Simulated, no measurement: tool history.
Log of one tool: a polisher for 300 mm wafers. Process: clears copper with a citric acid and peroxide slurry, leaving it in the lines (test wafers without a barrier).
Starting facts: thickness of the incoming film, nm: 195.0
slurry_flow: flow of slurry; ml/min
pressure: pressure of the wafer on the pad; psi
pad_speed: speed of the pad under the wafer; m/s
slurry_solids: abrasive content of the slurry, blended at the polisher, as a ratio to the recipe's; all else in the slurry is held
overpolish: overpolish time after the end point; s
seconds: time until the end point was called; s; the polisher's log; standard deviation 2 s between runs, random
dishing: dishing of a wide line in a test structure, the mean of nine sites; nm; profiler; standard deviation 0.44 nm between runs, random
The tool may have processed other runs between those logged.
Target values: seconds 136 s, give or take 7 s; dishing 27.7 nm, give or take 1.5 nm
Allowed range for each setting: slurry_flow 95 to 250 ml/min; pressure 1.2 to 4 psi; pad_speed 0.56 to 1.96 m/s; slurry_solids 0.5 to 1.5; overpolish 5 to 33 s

Run 1, day 0: slurry_flow 160 ml/min, pressure 2.6 psi, pad_speed 1.26 m/s, slurry_solids 1, overpolish 17 s. Result: seconds 86.062 s, dishing 28.951 nm.
Run 2, day 0.304: slurry_flow 160 ml/min, pressure 2.6 psi, pad_speed 1.58 m/s, slurry_solids 1, overpolish 17 s. Result: seconds 70.834 s, dishing 36.117 nm.
Run 3, day 0.471: slurry_flow 160 ml/min, pressure 2.6 psi, pad_speed 1.58 m/s, slurry_solids 0.9, overpolish 17 s. Result: seconds 70.795 s, dishing 34.569 nm.
Run 4, day 0.671: slurry_flow 160 ml/min, pressure 2.4 psi, pad_speed 1.56 m/s, slurry_solids 0.9, overpolish 18 s. Result: seconds 78.549 s, dishing 34.073 nm.
Run 5, day 0.758: slurry_flow 160 ml/min, pressure 2.3 psi, pad_speed 1.54 m/s, slurry_solids 0.9, overpolish 18 s. Result: seconds 84.629 s, dishing 32.191 nm.
Run 6, day 0.958: slurry_flow 160 ml/min, pressure 1.9 psi, pad_speed 1.54 m/s, slurry_solids 0.9, overpolish 18 s. Result: seconds 97.886 s, dishing 27.133 nm.
Run 7, day 1.192: slurry_flow 160 ml/min, pressure 1.8 psi, pad_speed 1.54 m/s, slurry_solids 0.9, overpolish 19 s. Result: seconds 108.45 s, dishing 26.984 nm.
Run 8, day 1.229: slurry_flow 160 ml/min, pressure 1.6 psi, pad_speed 1.54 m/s, slurry_solids 0.9, overpolish 21 s. Result: seconds 116.57 s, dishing 25.903 nm.
Run 9, day 1.4: slurry_flow 160 ml/min, pressure 1.6 psi, pad_speed 1.54 m/s, slurry_solids 0.9, overpolish 22 s. Result: seconds 119.21 s, dishing 27.456 nm.
Run 10, day 1.546: slurry_flow 155 ml/min, pressure 1.5 psi, pad_speed 1.54 m/s, slurry_solids 0.9, overpolish 24 s. Result: seconds 126.19 s, dishing 28.512 nm.
Run 11, day 1.712: slurry_flow 140 ml/min, pressure 1.3 psi, pad_speed 1.54 m/s, slurry_solids 0.9, overpolish 25 s. Result: seconds 145.18 s, dishing 25.212 nm.
Run 12, day 1.892: slurry_flow 155 ml/min, pressure 1.3 psi, pad_speed 1.54 m/s, slurry_solids 0.9, overpolish 25 s. Result: seconds 145.17 s, dishing 25.397 nm.

Below are 4 possible settings for the next run. Only one of them brings all results inside the allowed miss of their targets. Which is it?
Run A, day 2.071: slurry_flow 185 ml/min, pressure 1.6 psi, pad_speed 1.32 m/s, slurry_solids 0.7, overpolish 23 s. Result: seconds ?, dishing ?.
Run B, day 2.071: slurry_flow 160 ml/min, pressure 1.5 psi, pad_speed 1.56 m/s, slurry_solids 0.95, overpolish 19 s. Result: seconds ?, dishing ?.
Run C, day 2.071: slurry_flow 95 ml/min, pressure 1.5 psi, pad_speed 1.76 m/s, slurry_solids 0.65, overpolish 26 s. Result: seconds ?, dishing ?.
Run D, day 2.071: slurry_flow 140 ml/min, pressure 1.3 psi, pad_speed 1.44 m/s, slurry_solids 1.1, overpolish 32 s. Result: seconds ?, dishing ?.

move  seconds  dishing
   A   141.62   25.362
   B   121.76   24.437
   C   135.32   28.949
   D   149.08   31.318
A: neither nearer nor further off than the last run
B: the biggest miss grows against the last run
C: all results in spec
D: takes the biggest miss from the last run beyond its target
Move C is the one to make.

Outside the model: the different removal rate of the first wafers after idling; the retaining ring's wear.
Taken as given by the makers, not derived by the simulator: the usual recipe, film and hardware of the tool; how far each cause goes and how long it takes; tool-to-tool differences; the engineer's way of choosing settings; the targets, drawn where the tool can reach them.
